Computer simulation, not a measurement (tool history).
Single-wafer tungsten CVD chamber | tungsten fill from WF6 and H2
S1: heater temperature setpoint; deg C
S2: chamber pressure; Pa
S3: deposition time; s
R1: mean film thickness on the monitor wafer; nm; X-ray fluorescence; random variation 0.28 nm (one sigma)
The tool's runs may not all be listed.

run,day,S1,S2,S3,R1
1,0.000,395,6119,14.4,42.900
2,0.075,396,6119,14.4,43.411
3,0.117,396,5720,14.4,41.416
4,0.296,397,5720,14.4,42.473
5,0.592,397,5720,14.4,42.330
6,0.700,398,5720,14.4,43.084

Forecast run 7:
7,1.025,399,5720,14.4,?

R1: 43.640 nm
